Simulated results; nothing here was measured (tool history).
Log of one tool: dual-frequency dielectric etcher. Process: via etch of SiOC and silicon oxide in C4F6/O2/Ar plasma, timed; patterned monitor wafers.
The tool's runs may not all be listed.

run  hour  source power (kW)  bias power (kW)  etch time (s)  mean etch depth across the wafer (angstrom)
  1     0               0.46            0.192             64                                       831.21
  2   3.7               0.46            0.221             64                                       876.64
  3   5.8               0.46            0.221             64                                       878.55
  4  10.6               0.46            0.246             64                                       904.04
  5  13.5               0.46            0.233             64                                       894.32
  6  17.5               0.46            0.252             64                                       917.58
  7  25.2               0.41             0.24             64                                       876.51
  8  30.4               0.37            0.224             64                                       825.19

The next listed run, before its measurement:
  9  37.8               0.37            0.224             64                                            ?

mean etch depth across the wafer (angstrom): 819.11
